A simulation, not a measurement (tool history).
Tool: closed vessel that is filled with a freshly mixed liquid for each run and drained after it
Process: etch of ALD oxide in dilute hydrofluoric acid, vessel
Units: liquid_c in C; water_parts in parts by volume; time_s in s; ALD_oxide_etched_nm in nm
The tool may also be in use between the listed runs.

run 1 hour=0 | liquid_c=25 water_parts=105 time_s=165 | ALD_oxide_etched_nm=19.904
run 2 hour=6.6 | liquid_c=23 water_parts=105 time_s=165 | ALD_oxide_etched_nm=18.201
run 3 hour=14.6 | liquid_c=22 water_parts=105 time_s=165 | ALD_oxide_etched_nm=17.54
run 4 hour=20.9 | liquid_c=21 water_parts=105 time_s=165 | ALD_oxide_etched_nm=16.9
-- hour=26.3 thermometer replaced
run 5 hour=26.3 | liquid_c=24 water_parts=105 time_s=165 | ALD_oxide_etched_nm=20.841
run 6 hour=33.9 | liquid_c=24 water_parts=80 time_s=165 | ALD_oxide_etched_nm=28.294
run 7 hour=38.4 | liquid_c=22 water_parts=85 time_s=165 | ALD_oxide_etched_nm=24.511

Run 8 comes next. What will it give?
run 8 hour=43.7 | liquid_c=20.5 water_parts=90 time_s=165 | ALD_oxide_etched_nm=?

ALD_oxide_etched_nm: 21.394 nm

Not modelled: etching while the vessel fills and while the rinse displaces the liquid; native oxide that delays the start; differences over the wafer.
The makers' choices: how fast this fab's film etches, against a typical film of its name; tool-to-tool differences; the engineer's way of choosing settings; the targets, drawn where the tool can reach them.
